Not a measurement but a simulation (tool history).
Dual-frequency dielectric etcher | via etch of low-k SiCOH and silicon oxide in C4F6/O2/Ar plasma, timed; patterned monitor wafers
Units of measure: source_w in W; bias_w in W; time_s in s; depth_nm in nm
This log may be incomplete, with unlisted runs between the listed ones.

{"run": 1, "hour": 0.0, "source_w": 430, "bias_w": 215, "time_s": 118.5, "depth_nm": 383.93}
{"run": 2, "hour": 8.8, "source_w": 430, "bias_w": 184, "time_s": 118.5, "depth_nm": 366.89}
{"run": 3, "hour": 10.5, "source_w": 390, "bias_w": 181, "time_s": 118.5, "depth_nm": 353.53}
{"run": 4, "hour": 13.2, "source_w": 390, "bias_w": 181, "time_s": 123.5, "depth_nm": 370.31}
{"run": 5, "hour": 18.9, "source_w": 390, "bias_w": 181, "time_s": 118.5, "depth_nm": 354.3}
{"run": 6, "hour": 22.7, "source_w": 390, "bias_w": 181, "time_s": 123.5, "depth_nm": 368.1}
{"run": 7, "hour": 23.8, "source_w": 350, "bias_w": 179, "time_s": 123.5, "depth_nm": 352.06}

Expected results for the next run?
{"run": 8, "hour": 32.3, "source_w": 270, "bias_w": 174, "time_s": 123.5, "depth_nm": "?"}

depth_nm: 316.45 nm
